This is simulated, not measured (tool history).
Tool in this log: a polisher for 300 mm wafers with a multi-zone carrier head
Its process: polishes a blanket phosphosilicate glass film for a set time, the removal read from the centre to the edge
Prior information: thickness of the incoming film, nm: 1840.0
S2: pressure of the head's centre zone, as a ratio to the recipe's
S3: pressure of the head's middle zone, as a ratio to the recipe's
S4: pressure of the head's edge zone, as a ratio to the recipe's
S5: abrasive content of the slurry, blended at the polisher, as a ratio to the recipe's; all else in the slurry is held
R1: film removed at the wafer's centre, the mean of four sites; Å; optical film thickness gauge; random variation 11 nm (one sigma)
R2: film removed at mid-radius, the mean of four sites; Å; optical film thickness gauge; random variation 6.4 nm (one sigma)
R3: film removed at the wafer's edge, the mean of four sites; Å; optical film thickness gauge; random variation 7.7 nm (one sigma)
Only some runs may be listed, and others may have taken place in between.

run 1 hour=0 | flow_of_slurry_(ml/min)=145 S2=1 S3=1 S4=1 S5=1 polishing_time_(s)=65 | R1=5854.1 R2=5963.4 R3=5818.2
run 2 hour=4.7 | flow_of_slurry_(ml/min)=160 S2=1.04 S3=1.03 S4=1.04 S5=1.15 polishing_time_(s)=66 | R1=6798 R2=6594.7 R3=6307.8
run 3 hour=9.8 | flow_of_slurry_(ml/min)=160 S2=1.04 S3=1.09 S4=1.04 S5=1.15 polishing_time_(s)=66 | R1=6874.4 R2=7090.2 R3=6442.8
run 4 hour=15.7 | flow_of_slurry_(ml/min)=160 S2=0.97 S3=1.09 S4=1.04 S5=1.15 polishing_time_(s)=66 | R1=6421.9 R2=6888.3 R3=6451.1
run 5 hour=21.8 | flow_of_slurry_(ml/min)=165 S2=1 S3=1.1 S4=1.07 S5=1.25 polishing_time_(s)=69 | R1=7396.3 R2=7666 R3=7050.3
run 6 hour=23.5 | flow_of_slurry_(ml/min)=140 S2=1 S3=1.1 S4=1.07 S5=1.25 polishing_time_(s)=69 | R1=7029.3 R2=7404.7 R3=6863.7
run 7 hour=31 | flow_of_slurry_(ml/min)=180 S2=1.1 S3=1.14 S4=1.17 S5=1.5 polishing_time_(s)=71 | R1=8686.7 R2=8863.9 R3=8129.3
run 8 hour=39.2 | flow_of_slurry_(ml/min)=190 S2=1.11 S3=1.13 S4=1.17 S5=1.5 polishing_time_(s)=72 | R1=8934 R2=8972.6 R3=8341.4
run 9 hour=40.6 | flow_of_slurry_(ml/min)=195 S2=1.12 S3=1.13 S4=1.17 S5=1.5 polishing_time_(s)=73 | R1=8964.8 R2=9129.3 R3=8528.2

What will run 10 give?
run 10 hour=43.2 | flow_of_slurry_(ml/min)=190 S2=1.14 S3=1.13 S4=1.16 S5=1.5 polishing_time_(s)=74 | R1=? R2=? R3=?

R1: 9239.6 Å
R2: 9173.6 Å
R3: 8615.5 Å
